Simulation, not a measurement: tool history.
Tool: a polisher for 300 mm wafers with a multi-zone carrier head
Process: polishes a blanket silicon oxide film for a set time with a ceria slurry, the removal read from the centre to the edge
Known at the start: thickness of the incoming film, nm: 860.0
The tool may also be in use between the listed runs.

run	hour	flow of slurry (ml/min)	pressure of the head's centre zone	pressure of the head's middle zone	pressure of the head's edge zone	polishing time (s)	film removed at the wafer's centre (angstrom)	film removed at mid-radius (angstrom)	film removed at the wafer's edge (angstrom)
1	0	260	1	1	1	30	1575.1	1580.4	1593.6
2	2	260	1	1	1	37	1974.6	1967.9	1955.9
3	10.2	285	1	1	1	37	2008.1	2067.5	1966.4
4	10.9	285	1	1.04	1	37	2000.2	2067.1	1962
5	17.9	245	1	1.04	1	37	1960.5	2037.4	1949.1
6	19.4	245	0.94	1.04	1	37	1864.2	2002.5	1963.5
7	26.9	245	0.94	1.04	1	37	1878.2	2110.9	1968.2
8	31.4	240	0.93	1.03	0.98	35	1772.9	1875.7	1805.1
9	33.6	190	0.83	1.13	1.02	27	1218.7	1563.2	1415
10	40.4	190	0.83	1.12	1.01	26	1182.3	1515.5	1331.2
11	42.7	185	0.83	1.1	1.01	25	1142.6	1417.6	1257.9
12	45.4	190	0.83	1.09	1.02	24	1072.7	1363.7	1239.1
13	46.8	190	0.83	1.07	1.01	24	1089.8	1352.6	1246.1
14	50.4	190	0.83	1.06	1	24	1081.3	1336.4	1218.8
15	54.1	190	0.83	1.06	1	24	1065	1325.9	1213.8
16	57.2	185	0.83	1.04	0.99	24	1080	1283.5	1215.5
17	59.5	190	0.83	1.04	0.99	24	1068	1286.7	1216.5
18	66.8	195	0.83	1.04	0.98	24	1087.9	1298.3	1225.7
19	71.9	165	0.81	1.01	0.92	21	909.5	1091.3	1023.2
20	74.3	175	0.81	1.01	0.92	21	917.63	1071.8	1010.7
21	76.2	185	0.81	1.01	0.93	21	923.25	1088.7	1043.6
22	77	195	0.81	1.02	0.93	21	920.78	1101.8	1036.7
23	78.4	200	0.82	1.02	0.94	21	953.39	1139.7	1058.2
24	82.9	205	0.82	1.02	0.94	21	951.65	1141.5	1046.4

Forecast run 25:
25	87.9	205	0.82	1.02	0.95	21	?	?	?

film removed at the wafer's centre (angstrom): 954.09
film removed at mid-radius (angstrom): 1116
film removed at the wafer's edge (angstrom): 1056.9

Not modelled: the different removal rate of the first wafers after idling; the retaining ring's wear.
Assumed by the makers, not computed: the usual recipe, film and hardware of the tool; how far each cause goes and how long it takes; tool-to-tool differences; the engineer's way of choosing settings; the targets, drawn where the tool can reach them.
